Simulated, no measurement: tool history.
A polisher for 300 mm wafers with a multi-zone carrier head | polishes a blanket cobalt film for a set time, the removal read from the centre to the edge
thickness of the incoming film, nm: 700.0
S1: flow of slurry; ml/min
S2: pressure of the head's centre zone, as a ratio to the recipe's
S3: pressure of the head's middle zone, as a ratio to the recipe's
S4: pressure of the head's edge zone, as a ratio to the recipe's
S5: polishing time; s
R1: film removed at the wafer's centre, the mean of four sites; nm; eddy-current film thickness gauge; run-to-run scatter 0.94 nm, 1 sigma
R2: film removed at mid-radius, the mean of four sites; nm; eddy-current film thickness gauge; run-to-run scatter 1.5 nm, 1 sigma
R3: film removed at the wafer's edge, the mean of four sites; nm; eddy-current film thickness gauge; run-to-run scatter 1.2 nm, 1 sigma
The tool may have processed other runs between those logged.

| run | hour | S1 | S2 | S3 | S4 | S5 | R1 | R2 | R3 |
|---|---|---|---|---|---|---|---|---|---|
| 1 | 0.0 | 230 | 1.00 | 1.00 | 1.00 | 54 | 206.64 | 210.24 | 213.00 |
| 2 | 6.9 | 230 | 1.03 | 1.00 | 1.00 | 54 | 210.09 | 206.58 | 212.82 |
| 3 | 15.3 | 210 | 0.97 | 1.01 | 1.03 | 51 | 184.58 | 192.89 | 200.25 |
| 4 | 16.1 | 230 | 0.97 | 1.01 | 1.03 | 51 | 189.94 | 198.18 | 204.41 |
| 5 | 17.1 | 230 | 0.97 | 0.95 | 1.03 | 51 | 188.03 | 183.72 | 202.60 |
| 6 | 23.2 | 230 | 0.97 | 0.95 | 1.03 | 43 | 158.21 | 160.34 | 170.76 |
| 7 | 28.2 | 225 | 0.92 | 0.99 | 1.05 | 43 | 149.95 | 164.76 | 172.43 |
| 8 | 34.4 | 225 | 0.89 | 1.02 | 1.06 | 43 | 146.19 | 167.03 | 173.34 |

What does the tool deliver on the next run?
| 9 | 40.2 | 225 | 0.87 | 1.05 | 1.07 | 43 | ? | ? | ? |

R1: 142.85 nm
R2: 171.87 nm
R3: 172.17 nm

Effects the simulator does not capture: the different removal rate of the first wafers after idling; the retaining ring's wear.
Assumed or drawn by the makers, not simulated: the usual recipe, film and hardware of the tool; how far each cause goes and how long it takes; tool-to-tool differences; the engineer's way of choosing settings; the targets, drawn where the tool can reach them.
